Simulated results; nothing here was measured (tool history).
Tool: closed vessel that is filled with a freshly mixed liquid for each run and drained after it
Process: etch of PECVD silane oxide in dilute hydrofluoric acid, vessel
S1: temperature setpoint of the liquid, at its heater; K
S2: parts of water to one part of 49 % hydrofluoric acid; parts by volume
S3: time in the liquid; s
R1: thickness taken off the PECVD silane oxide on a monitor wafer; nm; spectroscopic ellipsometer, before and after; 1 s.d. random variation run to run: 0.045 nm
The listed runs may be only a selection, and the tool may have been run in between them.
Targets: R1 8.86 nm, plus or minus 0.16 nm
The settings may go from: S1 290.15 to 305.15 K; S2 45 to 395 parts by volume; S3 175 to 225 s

run 1 hour=0 | S1=297.15 S2=220 S3=225 | R1=14.921
run 2 hour=7 | S1=295.15 S2=235 S3=225 | R1=12.848
run 3 hour=10.6 | S1=293.65 S2=245 S3=225 | R1=11.427
run 4 hour=12 | S1=296.65 S2=245 S3=225 | R1=12.795
run 5 hour=13.6 | S1=296.65 S2=245 S3=225 | R1=12.775
run 6 hour=21.7 | S1=296.65 S2=245 S3=225 | R1=12.958
run 7 hour=25.4 | S1=295.15 S2=250 S3=225 | R1=11.856
run 8 hour=33.5 | S1=293.65 S2=255 S3=225 | R1=10.973
run 9 hour=38.8 | S1=292.65 S2=260 S3=225 | R1=10.323
run 10 hour=40.9 | S1=292.15 S2=265 S3=225 | R1=9.9112
run 11 hour=44 | S1=291.65 S2=265 S3=225 | R1=9.6247
run 12 hour=51.2 | S1=291.65 S2=265 S3=225 | R1=9.7705
run 13 hour=59.9 | S1=291.15 S2=270 S3=225 | R1=9.3212
run 14 hour=66.4 | S1=291.15 S2=270 S3=225 | R1=9.2868
run 15 hour=74.2 | S1=290.65 S2=270 S3=225 | R1=9.0995

Consider the 5 candidate settings below. Which is the only one whose results all fall within their allowed miss of target?
run A hour=82 | S1=296.65 S2=310 S3=220 | R1=?
run B hour=82 | S1=291.15 S2=270 S3=225 | R1=?
run C hour=82 | S1=290.65 S2=255 S3=205 | R1=?
run D hour=82 | S1=292.15 S2=265 S3=210 | R1=?
run E hour=82 | S1=290.15 S2=240 S3=200 | R1=?

move=A R1=9.4019
move=B R1=9.3755
move=C R1=8.9907
move=D R1=9.3005
move=E R1=9.2619
A: moves away from the targets compared with the last run
B: moves away from the targets compared with the last run
C: in spec on every target
D: moves away from the targets compared with the last run
E: moves away from the targets compared with the last run
Move C is the one to make.
